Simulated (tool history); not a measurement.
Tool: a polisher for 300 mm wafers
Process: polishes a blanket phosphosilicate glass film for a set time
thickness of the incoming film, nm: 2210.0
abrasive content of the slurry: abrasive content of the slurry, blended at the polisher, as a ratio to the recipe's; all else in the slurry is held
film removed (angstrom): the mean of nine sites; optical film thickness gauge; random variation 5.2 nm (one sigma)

run	hour	flow of slurry (ml/min)	pressure of the wafer on the pad (kPa)	speed of the pad under the wafer (m/s)	abrasive content of the slurry	polishing time (s)	film removed (angstrom)
1	0.0	245	18.6	0.84	1.00	60	3321.3
2	3.3	245	18.6	0.66	1.00	60	2700.5
3	6.8	245	20.7	0.70	1.00	60	3212.8
4	11.2	245	20.7	0.70	0.85	60	2988.5
5	13.8	245	22.1	0.74	0.85	60	3208.7
6	17.8	245	23.4	0.80	0.85	60	3670.9

Run 7 comes next. What will it give?
7	22.0	255	28.3	0.98	0.85	60	?

Run 7 gave film removed (angstrom) 5126.9.

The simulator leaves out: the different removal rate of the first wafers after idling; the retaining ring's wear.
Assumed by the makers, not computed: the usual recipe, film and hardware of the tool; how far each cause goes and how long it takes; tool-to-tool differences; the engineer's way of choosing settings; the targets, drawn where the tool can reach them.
